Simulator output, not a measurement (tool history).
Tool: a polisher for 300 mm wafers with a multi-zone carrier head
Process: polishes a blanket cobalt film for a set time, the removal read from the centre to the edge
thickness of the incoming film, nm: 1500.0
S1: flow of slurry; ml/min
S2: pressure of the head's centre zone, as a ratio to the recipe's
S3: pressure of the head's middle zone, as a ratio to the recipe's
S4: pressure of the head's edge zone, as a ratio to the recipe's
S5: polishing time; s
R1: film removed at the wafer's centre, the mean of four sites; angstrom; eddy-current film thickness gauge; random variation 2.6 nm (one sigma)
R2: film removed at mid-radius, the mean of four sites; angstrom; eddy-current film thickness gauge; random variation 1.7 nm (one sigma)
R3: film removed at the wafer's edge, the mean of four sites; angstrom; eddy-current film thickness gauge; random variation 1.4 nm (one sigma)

| run | hour | S1 | S2 | S3 | S4 | S5 | R1 | R2 | R3 |
|---|---|---|---|---|---|---|---|---|---|
| 1 | 0 | 180 | 1 | 1 | 1 | 57 | 1749.8 | 1765.1 | 1727.6 |
| 2 | 0.6 | 180 | 1.01 | 0.98 | 1.01 | 57 | 1827 | 1729.4 | 1768.6 |
| 3 | 9.5 | 180 | 1.01 | 1.01 | 1.01 | 57 | 1765.9 | 1780.2 | 1755.4 |
| 4 | 17.2 | 175 | 1.01 | 0.99 | 1.02 | 57 | 1792 | 1740.5 | 1740.3 |
| 5 | 19.9 | 175 | 1 | 0.97 | 1.03 | 57 | 1754.4 | 1685.8 | 1756.1 |
| 6 | 21.6 | 175 | 1 | 1.03 | 1.03 | 57 | 1768.1 | 1778.3 | 1773.5 |
|  | 26.8 | worn pad replaced by a new one |
| 7 | 26.8 | 170 | 1.01 | 1.01 | 1.04 | 57 | 1947.6 | 1948 | 1980.8 |

The next listed run, before its measurement:
| 8 | 33.2 | 170 | 1.01 | 1.01 | 1.04 | 57 | ? | ? | ? |

R1: 1964.6 angstrom
R2: 1974.8 angstrom
R3: 1936.7 angstrom

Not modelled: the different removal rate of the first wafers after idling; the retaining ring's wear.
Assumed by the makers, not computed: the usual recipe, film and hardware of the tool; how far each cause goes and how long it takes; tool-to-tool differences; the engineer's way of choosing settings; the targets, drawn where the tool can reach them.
